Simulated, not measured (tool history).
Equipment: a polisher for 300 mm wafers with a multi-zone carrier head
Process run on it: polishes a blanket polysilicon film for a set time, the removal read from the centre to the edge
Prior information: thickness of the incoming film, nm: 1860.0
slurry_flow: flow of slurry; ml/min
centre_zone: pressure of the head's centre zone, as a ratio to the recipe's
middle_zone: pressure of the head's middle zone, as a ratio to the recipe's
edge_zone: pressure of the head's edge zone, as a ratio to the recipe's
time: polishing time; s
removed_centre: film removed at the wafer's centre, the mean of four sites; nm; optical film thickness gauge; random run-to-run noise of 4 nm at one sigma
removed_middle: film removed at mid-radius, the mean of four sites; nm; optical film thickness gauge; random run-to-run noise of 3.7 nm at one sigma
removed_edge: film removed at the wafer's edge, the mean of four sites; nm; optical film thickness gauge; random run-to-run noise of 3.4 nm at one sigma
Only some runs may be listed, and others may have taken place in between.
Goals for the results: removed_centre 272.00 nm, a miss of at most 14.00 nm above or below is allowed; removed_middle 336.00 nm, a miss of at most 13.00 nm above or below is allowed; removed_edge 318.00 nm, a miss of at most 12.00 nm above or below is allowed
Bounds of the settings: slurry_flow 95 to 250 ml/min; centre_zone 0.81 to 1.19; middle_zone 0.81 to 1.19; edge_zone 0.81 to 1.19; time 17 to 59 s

run,hour,slurry_flow,centre_zone,middle_zone,edge_zone,time,removed_centre,removed_middle,removed_edge
1,0.0,160,1.00,1.00,1.00,38,222.27,247.22,241.40
2,1.6,160,1.00,1.00,0.94,38,220.77,238.43,235.13
3,9.4,160,1.00,1.00,0.94,42,249.15,269.38,264.97
4,16.5,160,1.00,1.00,0.94,36,208.24,234.74,220.70
5,23.4,160,1.00,1.00,1.01,36,209.90,228.69,225.01
6,25.4,160,0.92,1.00,1.01,36,194.74,229.80,232.51
7,26.8,170,0.92,1.02,1.02,38,208.26,251.22,240.03
# hour 35.1: centre zone pressure recalibrated
8,35.1,170,0.92,1.03,1.02,40,243.20,266.51,256.38
9,36.6,155,0.90,1.04,0.97,42,238.45,277.83,259.93
10,38.2,195,0.85,1.11,1.07,46,257.73,338.33,301.09
11,40.0,195,0.86,1.10,1.08,46,265.30,335.14,306.20

4 candidate next runs follow, results not yet known. Just one meets every target within its allowed miss. Identify it.
A,41.8,230,0.93,1.19,0.95,45,?,?,?
B,41.8,245,0.99,1.14,1.09,43,?,?,?
C,41.8,205,0.90,1.12,1.02,45,?,?,?
D,41.8,220,0.86,1.07,1.09,47,?,?,?

move,removed_centre,removed_middle,removed_edge
A,285.08,348.25,286.21
B,292.55,323.01,290.72
C,270.96,325.45,291.13
D,273.17,330.12,314.84
A: lands further from the targets than the last run did
B: lands further from the targets than the last run did
C: lands further from the targets than the last run did
D: in spec on every target
Move D is the one to make.
